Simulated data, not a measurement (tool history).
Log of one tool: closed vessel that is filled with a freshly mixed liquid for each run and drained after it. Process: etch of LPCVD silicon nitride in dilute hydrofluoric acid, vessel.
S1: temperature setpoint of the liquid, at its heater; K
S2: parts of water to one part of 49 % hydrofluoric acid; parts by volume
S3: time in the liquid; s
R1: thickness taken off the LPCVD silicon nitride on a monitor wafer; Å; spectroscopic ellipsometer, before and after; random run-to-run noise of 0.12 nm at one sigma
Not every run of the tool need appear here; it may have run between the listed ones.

| run | hour | S1 | S2 | S3 | R1 |
|---|---|---|---|---|---|
| 1 | 0 | 297.15 | 205 | 2620 | 74.35 |
| 2 | 5 | 293.65 | 205 | 2620 | 59.008 |
| 3 | 13 | 291.65 | 205 | 2620 | 51.505 |
| 4 | 18.7 | 294.65 | 180 | 2625 | 71.011 |
| 5 | 28.5 | 297.15 | 160 | 2630 | 94.964 |
| 6 | 36 | 297.15 | 115 | 2630 | 131 |
| 7 | 41.6 | 298.65 | 115 | 2630 | 144.4 |

Run 8, settings as shown, results not yet in. Your forecast:
| 8 | 46.6 | 302.65 | 110 | 2630 | ? |

Run 8 produced R1 195.42 Å.
